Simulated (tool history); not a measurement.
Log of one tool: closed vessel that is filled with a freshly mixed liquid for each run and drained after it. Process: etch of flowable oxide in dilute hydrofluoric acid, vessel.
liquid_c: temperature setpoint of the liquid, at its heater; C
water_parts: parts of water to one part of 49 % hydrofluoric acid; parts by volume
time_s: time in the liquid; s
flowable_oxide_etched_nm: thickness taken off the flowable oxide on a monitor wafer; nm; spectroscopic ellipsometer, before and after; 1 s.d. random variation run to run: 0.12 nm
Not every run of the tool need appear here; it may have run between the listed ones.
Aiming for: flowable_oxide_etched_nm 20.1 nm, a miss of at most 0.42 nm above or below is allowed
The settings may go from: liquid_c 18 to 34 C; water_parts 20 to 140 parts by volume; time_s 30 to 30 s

run,day,liquid_c,water_parts,time_s,flowable_oxide_etched_nm
1,0,26,75,30,14.977
2,0.196,26,85,30,13.043
3,0.321,22.5,85,30,11.327
4,0.558,25,85,30,12.507
5,0.833,25,65,30,16.937
6,0.888,25,65,30,16.931
7,0.988,25,65,30,16.822
8,1.196,26,65,30,17.389

Next run, 5 choices. One meets every target within its allowed miss, the rest don't. Which?
A,1.404,25,55,30,?
B,1.404,23,70,30,?
C,1.404,27.5,65,30,?
D,1.404,24.5,50,30,?
E,1.404,26.5,55,30,?

move,flowable_oxide_etched_nm
A,19.99
B,14.197
C,18.441
D,21.691
E,21.24
A: every result within its allowed miss
B: its largest miss is bigger than the last run's
C: nearer than the last run, and not there yet
D: takes the biggest miss from the last run beyond its target
E: takes the biggest miss from the last run beyond its target
A is the move that brings every result within its allowed miss.

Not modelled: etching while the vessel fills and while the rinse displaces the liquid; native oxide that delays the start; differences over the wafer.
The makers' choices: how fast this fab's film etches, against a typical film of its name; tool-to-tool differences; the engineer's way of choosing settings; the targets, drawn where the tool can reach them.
